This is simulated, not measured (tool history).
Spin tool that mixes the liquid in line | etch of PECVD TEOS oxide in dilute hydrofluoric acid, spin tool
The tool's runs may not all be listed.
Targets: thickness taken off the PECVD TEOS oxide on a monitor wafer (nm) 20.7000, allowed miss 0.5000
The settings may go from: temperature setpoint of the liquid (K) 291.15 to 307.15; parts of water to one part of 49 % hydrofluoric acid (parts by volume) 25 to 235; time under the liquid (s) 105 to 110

run	hour	temperature setpoint of the liquid (K)	parts of water to one part of 49 % hydrofluoric acid (parts by volume)	time under the liquid (s)	thickness taken off the PECVD TEOS oxide on a monitor wafer (nm)
1	0.0	299.15	130	105	7.4174
2	0.8	299.15	130	105	7.3577
3	8.5	299.15	130	110	7.7616
4	12.8	300.65	115	110	9.4858
5	18.9	301.65	105	110	10.9300
6	26.9	302.65	95	110	12.6940
7	32.1	303.65	90	110	13.9250
8	35.4	304.15	85	110	15.2930
9	38.8	304.65	80	110	16.5620
10	46.8	307.15	65	110	23.0970
11	53.6	306.65	65	110	22.5810

4 next moves are on the table. One of them brings every result within its allowed miss. Which?
A	60.4	304.15	60	110	?
B	60.4	307.15	60	110	?
C	60.4	305.65	65	105	?
D	60.4	306.15	75	110	?

move	thickness taken off the PECVD TEOS oxide on a monitor wafer (nm)
A	22.4810
B	25.2010
C	20.8130
D	18.9520
A: nearer than the last run, and not there yet
B: further off than the last run
C: meets every target
D: takes the result that was furthest off past its target
The right move is C.
